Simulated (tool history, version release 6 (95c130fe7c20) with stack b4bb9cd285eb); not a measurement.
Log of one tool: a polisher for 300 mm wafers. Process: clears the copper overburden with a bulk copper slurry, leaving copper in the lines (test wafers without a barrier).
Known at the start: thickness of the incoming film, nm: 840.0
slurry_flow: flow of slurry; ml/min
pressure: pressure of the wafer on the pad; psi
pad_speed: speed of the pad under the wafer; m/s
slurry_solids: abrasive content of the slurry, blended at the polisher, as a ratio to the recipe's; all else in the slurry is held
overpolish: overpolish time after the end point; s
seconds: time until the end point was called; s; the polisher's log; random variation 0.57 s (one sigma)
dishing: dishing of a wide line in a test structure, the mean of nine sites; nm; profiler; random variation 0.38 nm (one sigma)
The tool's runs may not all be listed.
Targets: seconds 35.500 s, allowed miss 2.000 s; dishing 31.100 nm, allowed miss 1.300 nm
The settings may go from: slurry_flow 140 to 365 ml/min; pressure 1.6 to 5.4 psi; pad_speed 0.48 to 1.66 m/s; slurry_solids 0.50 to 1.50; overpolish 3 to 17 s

run    day  slurry_flow  pressure  pad_speed  slurry_solids  overpolish  seconds  dishing
  1  0.000          235       3.5       1.06           1.00           9   61.995   32.008
  2  0.062          235       3.6       1.08           1.00           8   57.286   31.290
  3  0.329          235       3.3       1.08           1.00           8   63.145   31.445
  4  0.438          235       3.5       1.08           1.00           8   59.168   32.239
  5  0.662          240       3.6       1.08           1.00           7   57.875   30.955
  6  0.833          240       3.6       0.90           1.00           7   68.608   30.008
  7  1.150          240       3.8       0.92           1.00           7   63.243   30.258
  8  1.442          240       4.0       0.94           1.00           7   58.642   30.854
  9  1.796          240       4.0       0.94           1.00           7   57.722   31.025
 10  1.988          240       4.1       0.94           1.00           7   56.882   31.515
 11  2.088          250       4.2       0.96           1.00           7   54.391   31.926
 12  2.192          240       4.3       0.96           1.00           7   54.039   31.782
 13  2.262          235       4.4       0.98           1.00           7   52.390   32.547
 14  2.488          300       4.9       1.18           1.15           3   37.632   27.483
 15  2.521          265       5.2       1.18           1.05           7   36.168   34.405
 16  2.667          265       5.2       1.18           1.05           7   36.078   34.233
 17  2.929          270       4.9       1.26           1.05           3   35.422   28.339

4 next moves are on the table. One of them brings every result within its allowed miss. Which?
  A  3.192          315       4.9       1.28           0.95           4        ?        ?
  B  3.192          260       4.1       1.52           1.05           3        ?        ?
  C  3.192          275       4.8       1.30           1.00           3        ?        ?
  D  3.192          215       3.9       1.58           1.25           3        ?        ?

move  seconds  dishing
   A   36.314   30.744
   B   36.205   28.009
   C   36.440   28.043
   D   35.679   28.123
A: meets every target
B: further off than the last run
C: further off than the last run
D: further off than the last run
The right move is A.
